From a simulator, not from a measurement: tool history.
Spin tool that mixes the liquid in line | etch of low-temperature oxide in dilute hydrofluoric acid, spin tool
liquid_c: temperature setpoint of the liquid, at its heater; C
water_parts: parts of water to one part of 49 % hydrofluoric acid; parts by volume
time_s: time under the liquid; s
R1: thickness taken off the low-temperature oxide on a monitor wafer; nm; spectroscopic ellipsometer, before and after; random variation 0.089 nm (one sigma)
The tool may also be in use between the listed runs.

{"run": 1, "hour": 0.0, "liquid_c": 22, "water_parts": 165, "time_s": 85, "R1": 13.942}
{"run": 2, "hour": 2.0, "liquid_c": 22, "water_parts": 215, "time_s": 85, "R1": 10.15}
{"run": 3, "hour": 7.1, "liquid_c": 24, "water_parts": 200, "time_s": 85, "R1": 11.928}
{"run": 4, "hour": 9.1, "liquid_c": 25.5, "water_parts": 190, "time_s": 85, "R1": 13.423}
{"run": 5, "hour": 14.8, "liquid_c": 25.5, "water_parts": 190, "time_s": 90, "R1": 14.187}
{"run": 6, "hour": 20.5, "liquid_c": 25.5, "water_parts": 190, "time_s": 85, "R1": 13.487}

Run 7 comes next. What will it give?
{"run": 7, "hour": 23.4, "liquid_c": 26.5, "water_parts": 180, "time_s": 85, "R1": "?"}

Run 7 gave R1 14.731 nm.

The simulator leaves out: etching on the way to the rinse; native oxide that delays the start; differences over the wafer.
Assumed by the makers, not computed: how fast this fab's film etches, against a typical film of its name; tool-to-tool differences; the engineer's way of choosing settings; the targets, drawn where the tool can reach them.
